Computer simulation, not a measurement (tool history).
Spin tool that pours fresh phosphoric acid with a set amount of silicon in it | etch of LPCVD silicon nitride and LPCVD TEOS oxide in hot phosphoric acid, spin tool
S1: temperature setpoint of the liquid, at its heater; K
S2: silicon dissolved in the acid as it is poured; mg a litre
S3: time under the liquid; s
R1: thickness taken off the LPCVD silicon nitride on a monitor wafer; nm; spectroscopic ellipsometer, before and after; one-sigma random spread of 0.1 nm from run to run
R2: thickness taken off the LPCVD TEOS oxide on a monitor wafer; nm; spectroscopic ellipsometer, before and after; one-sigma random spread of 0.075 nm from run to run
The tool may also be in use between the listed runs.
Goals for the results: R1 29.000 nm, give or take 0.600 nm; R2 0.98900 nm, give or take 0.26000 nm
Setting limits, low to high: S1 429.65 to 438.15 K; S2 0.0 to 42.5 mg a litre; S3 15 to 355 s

run	day	S1	S2	S3	R1	R2
1	0.000	433.15	18.5	180	16.638	0.52596
2	0.204	433.15	18.5	215	19.762	0.55429
3	0.442	434.65	17.0	230	22.337	0.62962
4	0.717	435.65	13.5	240	24.211	0.94710
5	0.933	435.65	13.5	195	19.509	0.70430
6	1.079	436.15	14.0	215	21.809	0.84970
7	1.233	436.15	14.0	215	21.859	0.78941
8	1.325	436.65	14.5	230	23.817	0.96631
9	1.567	436.65	17.5	240	24.891	0.93774
10	1.808	436.65	17.5	240	24.801	0.81893
11	1.858	437.15	17.5	250	26.242	0.92678
12	2.021	437.15	18.0	255	26.847	0.96773

Which single option among these 5 for the next run brings every result within its allowed miss of target? Just one does.
A	2.183	438.15	13.0	235	?	?
B	2.183	437.15	20.0	275	?	?
C	2.183	436.15	24.5	250	?	?
D	2.183	438.15	0.0	265	?	?
E	2.183	438.15	0.0	255	?	?

move	R1	R2
A	25.565	1.11760
B	28.948	1.01360
C	25.461	0.74651
D	28.829	1.65040
E	27.741	1.58810
A: the biggest miss grows against the last run
B: in spec on every target
C: the biggest miss grows against the last run
D: puts the biggest miss on target and leaves a different result outside tolerance
E: nearer than the last run, and not there yet
Answer: B
